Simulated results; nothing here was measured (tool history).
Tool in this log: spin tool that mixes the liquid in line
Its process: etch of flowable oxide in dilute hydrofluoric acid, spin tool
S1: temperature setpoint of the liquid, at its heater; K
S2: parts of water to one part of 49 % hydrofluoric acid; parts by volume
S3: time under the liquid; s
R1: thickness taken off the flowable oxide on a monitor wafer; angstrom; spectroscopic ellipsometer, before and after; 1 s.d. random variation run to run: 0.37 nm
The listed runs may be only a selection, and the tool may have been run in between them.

run  hour      S1   S2  S3      R1
  1   0.0  296.15  120  55  212.92
  2   8.0  296.15  120  55  211.98
  3  14.3  296.15  120  55  213.70
  4  15.7  298.65  105  55  277.89
  5  17.5  298.65  105  55  271.78
  6  18.5  298.65  105  55  272.47
  7  20.9  302.65   60  55  598.29

What will run 8 give?
  8  27.7  301.15  60  55   ?

R1: 550.08 angstrom
